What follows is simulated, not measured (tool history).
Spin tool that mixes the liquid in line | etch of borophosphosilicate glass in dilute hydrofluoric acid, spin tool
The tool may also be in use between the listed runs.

run,hour,temperature setpoint of the liquid (K),parts of water to one part of 49 % hydrofluoric acid (parts by volume),time under the liquid (s),thickness taken off the borophosphosilicate glass on a monitor wafer (angstrom)
1,0,294.15,80,30,117.78
2,0.9,295.15,75,30,131.97
3,1.9,296.65,75,30,142.11
4,7,297.65,75,30,146.9
# hour 11.4: hydrofluoric acid flow meter replaced
5,11.4,298.15,75,30,168.67
6,13.8,298.65,75,30,176.05
7,20.7,299.15,75,30,174.94

Forecast run 8:
8,29.5,299.65,75,30,?

thickness taken off the borophosphosilicate glass on a monitor wafer (angstrom): 181.81

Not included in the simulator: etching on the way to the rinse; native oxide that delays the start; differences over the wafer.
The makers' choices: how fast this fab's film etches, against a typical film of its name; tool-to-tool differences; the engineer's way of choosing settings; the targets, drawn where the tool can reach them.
